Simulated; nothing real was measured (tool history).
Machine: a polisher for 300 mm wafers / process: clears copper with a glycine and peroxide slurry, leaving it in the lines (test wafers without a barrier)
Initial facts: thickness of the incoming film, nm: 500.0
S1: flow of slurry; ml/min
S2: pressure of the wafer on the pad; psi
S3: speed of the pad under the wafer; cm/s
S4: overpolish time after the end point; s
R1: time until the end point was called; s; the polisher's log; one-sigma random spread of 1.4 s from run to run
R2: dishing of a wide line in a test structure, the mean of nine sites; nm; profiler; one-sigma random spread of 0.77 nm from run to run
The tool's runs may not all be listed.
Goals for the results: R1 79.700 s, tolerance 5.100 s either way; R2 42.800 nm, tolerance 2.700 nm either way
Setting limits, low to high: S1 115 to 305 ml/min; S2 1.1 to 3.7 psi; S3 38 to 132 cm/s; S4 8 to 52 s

Run 1, hour 0.0: S1 195 ml/min, S2 2.4 psi, S3 84 cm/s, S4 26 s. Result: R1 107.000 s, R2 63.731 nm.
Run 2, hour 6.2: S1 195 ml/min, S2 2.8 psi, S3 84 cm/s, S4 26 s. Result: R1 99.378 s, R2 68.231 nm.
Run 3, hour 14.0: S1 195 ml/min, S2 2.5 psi, S3 84 cm/s, S4 26 s. Result: R1 106.810 s, R2 63.514 nm.
Run 4, hour 15.1: S1 195 ml/min, S2 2.1 psi, S3 84 cm/s, S4 26 s. Result: R1 120.720 s, R2 59.975 nm.
Run 5, hour 15.7: S1 195 ml/min, S2 2.4 psi, S3 84 cm/s, S4 26 s. Result: R1 114.270 s, R2 63.945 nm.
Run 6, hour 24.4: S1 190 ml/min, S2 2.5 psi, S3 84 cm/s, S4 24 s. Result: R1 109.270 s, R2 60.454 nm.
Run 7, hour 25.5: S1 185 ml/min, S2 2.6 psi, S3 86 cm/s, S4 22 s. Result: R1 102.680 s, R2 58.938 nm.
Run 8, hour 27.5: S1 175 ml/min, S2 2.7 psi, S3 88 cm/s, S4 20 s. Result: R1 96.427 s, R2 57.775 nm.
Run 9, hour 32.7: S1 165 ml/min, S2 2.7 psi, S3 90 cm/s, S4 18 s. Result: R1 101.350 s, R2 52.739 nm.
Run 10, hour 38.5: S1 165 ml/min, S2 2.7 psi, S3 114 cm/s, S4 8 s. Result: R1 81.614 s, R2 31.981 nm.
Run 11, hour 47.2: S1 165 ml/min, S2 2.8 psi, S3 112 cm/s, S4 8 s. Result: R1 82.300 s, R2 33.888 nm.
Run 12, hour 52.6: S1 165 ml/min, S2 3.2 psi, S3 106 cm/s, S4 15 s. Result: R1 77.886 s, R2 57.183 nm.
Run 13, hour 56.5: S1 165 ml/min, S2 3.1 psi, S3 108 cm/s, S4 15 s. Result: R1 78.433 s, R2 55.780 nm.
Run 14, hour 63.5: S1 170 ml/min, S2 3.1 psi, S3 108 cm/s, S4 15 s. Result: R1 75.960 s, R2 54.413 nm.
Run 15, hour 70.9: S1 180 ml/min, S2 2.9 psi, S3 110 cm/s, S4 14 s. Result: R1 79.200 s, R2 53.458 nm.
Run 16, hour 73.3: S1 175 ml/min, S2 2.9 psi, S3 110 cm/s, S4 14 s. Result: R1 79.750 s, R2 51.498 nm.

Pick the move, out of 4, that brings all results within their allowed miss; only one does.
Run A, hour 75.7: S1 205 ml/min, S2 3.0 psi, S3 116 cm/s, S4 17 s. Result: R1 ?, R2 ?.
Run B, hour 75.7: S1 170 ml/min, S2 2.8 psi, S3 110 cm/s, S4 19 s. Result: R1 ?, R2 ?.
Run C, hour 75.7: S1 140 ml/min, S2 2.6 psi, S3 124 cm/s, S4 20 s. Result: R1 ?, R2 ?.
Run D, hour 75.7: S1 160 ml/min, S2 2.7 psi, S3 118 cm/s, S4 11 s. Result: R1 ?, R2 ?.

move      R1      R2
   A  72.109  63.070
   B  81.595  62.496
   C  80.677  64.557
   D  79.815  42.287
A: moves away from the targets compared with the last run
B: moves away from the targets compared with the last run
C: moves away from the targets compared with the last run
D: all results land within tolerance of their targets
D is the move that brings every result within its allowed miss.
